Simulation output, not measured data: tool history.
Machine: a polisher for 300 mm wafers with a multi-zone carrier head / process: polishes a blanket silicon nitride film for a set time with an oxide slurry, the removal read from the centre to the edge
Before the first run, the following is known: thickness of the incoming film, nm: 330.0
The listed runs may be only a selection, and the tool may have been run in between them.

run	day	flow of slurry (ml/min)	pressure of the head's centre zone	pressure of the head's middle zone	pressure of the head's edge zone	abrasive content of the slurry	polishing time (s)	film removed at the wafer's centre (Å)	film removed at mid-radius (Å)	film removed at the wafer's edge (Å)
1	0.000	155	1.00	1.00	1.00	1.00	78	324.59	331.91	320.75
2	0.204	165	1.00	1.04	1.03	1.10	79	344.33	353.96	356.51
3	0.300	170	0.99	1.07	0.99	1.20	82	367.41	385.72	375.42
4	0.546	170	0.98	1.10	0.96	1.25	86	393.35	422.58	390.20
5	0.821	170	0.93	1.10	0.96	1.25	86	374.76	413.73	388.35
6	1.050	170	0.92	1.12	0.95	1.30	89	397.57	445.04	407.19
7	1.262	175	0.91	1.14	0.95	1.35	90	406.41	464.27	413.63

Run 8 comes next. What will it give?
8	1.392	185	0.91	1.15	0.97	1.40	91	?	?	?

{"run 8": {"film removed at the wafer's centre (Å)": 414.15, "film removed at mid-radius (Å)": 484.6, "film removed at the wafer's edge (Å)": 439.41}}

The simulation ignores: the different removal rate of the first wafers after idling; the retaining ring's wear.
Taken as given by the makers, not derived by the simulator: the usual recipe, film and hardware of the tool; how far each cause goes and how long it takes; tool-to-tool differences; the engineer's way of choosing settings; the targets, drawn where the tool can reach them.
